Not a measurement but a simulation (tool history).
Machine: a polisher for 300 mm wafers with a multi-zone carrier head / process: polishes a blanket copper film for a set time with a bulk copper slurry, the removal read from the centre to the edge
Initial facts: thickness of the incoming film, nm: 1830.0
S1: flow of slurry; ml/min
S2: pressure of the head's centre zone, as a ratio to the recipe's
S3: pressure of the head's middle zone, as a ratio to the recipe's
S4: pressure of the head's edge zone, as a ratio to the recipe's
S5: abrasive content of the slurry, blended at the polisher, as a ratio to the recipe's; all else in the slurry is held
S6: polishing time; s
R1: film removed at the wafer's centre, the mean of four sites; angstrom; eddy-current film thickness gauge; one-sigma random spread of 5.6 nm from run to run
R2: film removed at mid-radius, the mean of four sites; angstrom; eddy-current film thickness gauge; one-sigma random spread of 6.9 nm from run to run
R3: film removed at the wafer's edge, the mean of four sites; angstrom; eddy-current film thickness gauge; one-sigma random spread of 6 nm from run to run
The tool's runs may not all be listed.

{"run": 1, "hour": 0.0, "S1": 190, "S2": 1.0, "S3": 1.0, "S4": 1.0, "S5": 1.0, "S6": 52, "R1": 7512.5, "R2": 7452.8, "R3": 7472.2}
{"run": 2, "hour": 1.0, "S1": 190, "S2": 1.0, "S3": 1.0, "S4": 1.0, "S5": 1.0, "S6": 59, "R1": 8555.0, "R2": 8457.5, "R3": 8602.5}
{"run": 3, "hour": 7.3, "S1": 180, "S2": 0.96, "S3": 0.98, "S4": 0.97, "S5": 0.85, "S6": 58, "R1": 7695.6, "R2": 7851.0, "R3": 7888.5}
{"run": 4, "hour": 14.1, "S1": 170, "S2": 0.92, "S3": 0.95, "S4": 0.95, "S5": 0.8, "S6": 58, "R1": 7227.9, "R2": 7578.3, "R3": 7750.5}
{"run": 5, "hour": 15.5, "S1": 170, "S2": 0.92, "S3": 0.95, "S4": 0.88, "S5": 0.8, "S6": 58, "R1": 7190.9, "R2": 7656.8, "R3": 7374.9}
{"run": 6, "hour": 20.9, "S1": 170, "S2": 0.92, "S3": 0.95, "S4": 0.88, "S5": 0.8, "S6": 67, "R1": 8277.1, "R2": 8653.2, "R3": 8604.3}

The next listed run, before its measurement:
{"run": 7, "hour": 25.1, "S1": 165, "S2": 0.9, "S3": 0.92, "S4": 0.87, "S5": 0.7, "S6": 65, "R1": "?", "R2": "?", "R3": "?"}

{"run 7": {"R1": 7683.7, "R2": 7897.8, "R3": 8109.3}}
